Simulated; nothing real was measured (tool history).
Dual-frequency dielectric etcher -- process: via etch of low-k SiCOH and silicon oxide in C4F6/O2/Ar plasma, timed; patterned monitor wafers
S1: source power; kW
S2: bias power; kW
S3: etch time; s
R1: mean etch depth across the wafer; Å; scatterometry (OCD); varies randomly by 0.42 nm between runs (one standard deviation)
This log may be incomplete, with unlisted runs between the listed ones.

run,hour,S1,S2,S3,R1
1,0.0,0.300,0.171,71,1804.0
2,5.2,0.280,0.162,71,1683.8
3,6.4,0.260,0.161,71,1619.5
4,9.4,0.250,0.161,71,1590.3
5,13.6,0.240,0.160,71,1532.3
6,22.2,0.240,0.160,71,1539.1
7,26.2,0.230,0.160,71,1509.6
8,28.5,0.220,0.160,71,1463.3

For run 9, what comes out?
9,30.9,0.200,0.160,71,?

{"run 9": {"R1": 1385.3}}
